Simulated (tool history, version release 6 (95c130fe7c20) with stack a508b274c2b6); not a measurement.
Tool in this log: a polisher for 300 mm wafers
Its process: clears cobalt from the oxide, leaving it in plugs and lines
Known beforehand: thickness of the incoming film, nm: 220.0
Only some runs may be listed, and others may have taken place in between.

run,hour,flow of slurry (ml/min),pressure of the wafer on the pad (psi),speed of the pad under the wafer (cm/s),overpolish time after the end point (s),time until the end point was called (s),dishing of a wide line in a test structure (Å)
1,0,280,1.3,124,9,53.047,252.76
2,5,280,1.5,124,9,47.722,291.94
3,6,280,1.5,152,9,37.965,322.38
4,10,280,1.5,152,6,38.3,245.2
5,15.2,280,1.4,144,7,42.957,245.91
6,23.8,280,1.3,136,8,48.487,242.67
7,31.9,280,1.2,128,9,55.191,247.31

The next listed run, before its measurement:
# hour 38.9: head pressure recalibrated
8,38.9,280,1.1,122,9,?,?

Run 8 produced time until the end point was called (s) 70.19, dishing of a wide line in a test structure (Å) 199.58.

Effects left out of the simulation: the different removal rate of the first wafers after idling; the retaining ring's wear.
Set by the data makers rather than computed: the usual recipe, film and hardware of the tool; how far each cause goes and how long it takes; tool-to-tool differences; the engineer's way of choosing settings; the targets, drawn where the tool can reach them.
